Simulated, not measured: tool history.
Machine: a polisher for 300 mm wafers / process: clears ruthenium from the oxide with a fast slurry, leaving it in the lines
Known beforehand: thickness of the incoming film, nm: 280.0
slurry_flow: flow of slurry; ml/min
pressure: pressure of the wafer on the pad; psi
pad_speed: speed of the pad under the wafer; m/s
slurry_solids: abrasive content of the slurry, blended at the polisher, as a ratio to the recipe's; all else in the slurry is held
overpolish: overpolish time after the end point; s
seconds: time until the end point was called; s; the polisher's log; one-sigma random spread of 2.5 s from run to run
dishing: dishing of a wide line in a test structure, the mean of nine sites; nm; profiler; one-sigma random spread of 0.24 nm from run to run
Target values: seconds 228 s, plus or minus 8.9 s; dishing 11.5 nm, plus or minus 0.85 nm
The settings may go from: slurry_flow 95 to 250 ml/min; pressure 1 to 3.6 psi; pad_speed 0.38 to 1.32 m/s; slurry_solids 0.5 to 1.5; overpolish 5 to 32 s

run	day	slurry_flow	pressure	pad_speed	slurry_solids	overpolish	seconds	dishing
1	0	160	2.3	0.84	1	16	100.08	35.646
2	0.25	160	2.3	0.84	0.9	16	105.96	35.012
3	0.458	160	1.9	0.78	0.9	14	136.55	23.802
4	0.729	160	1.6	0.76	0.9	13	168.11	18.681
5	0.767	160	1.4	0.76	0.9	12	188.42	14.992
6	1.054	155	1.3	0.76	0.9	12	198.25	13.623
7	1.408	130	1	0.76	0.9	12	273.39	10.571
8	1.458	140	1	0.76	0.9	12	264.9	10.817
9	1.679	150	1	0.76	0.9	12	262.86	10.975
10	1.783	165	1	0.76	0.9	12	253.45	11.227
11	1.967	175	1	0.76	0.9	12	253.99	11.407
12	2.238	180	1	0.76	0.9	11	255.14	10.281
13	2.533	185	1.3	0.76	0.9	11	195.64	12.906
14	2.662	170	1.3	0.76	0.9	11	197.95	13.174
15	2.962	160	1.2	0.76	0.9	11	214.81	12.108
16	3.142	155	1.2	0.76	0.9	11	220.72	11.923
# day 3.254: slurry nozzle cleaned
17	3.254	145	1.2	0.76	0.9	11	210.14	12.598

Exactly one of the 5 candidate moves below puts every result within its allowed miss. Which one?
A	3.367	160	1.4	0.68	0.85	11	?	?
B	3.367	175	1.5	0.66	0.9	12	?	?
C	3.367	135	1.2	0.84	0.7	11	?	?
D	3.367	115	1.6	0.64	0.95	11	?	?
E	3.367	155	1.3	0.82	0.9	10	?	?

move	seconds	dishing
A	204.84	12.396
B	188.16	14.635
C	227.86	11.179
D	190.47	13.299
E	182.68	12.628
A: its largest miss is bigger than the last run's
B: its largest miss is bigger than the last run's
C: each result inside its tolerance
D: its largest miss is bigger than the last run's
E: its largest miss is bigger than the last run's
Go with C: it meets all targets.
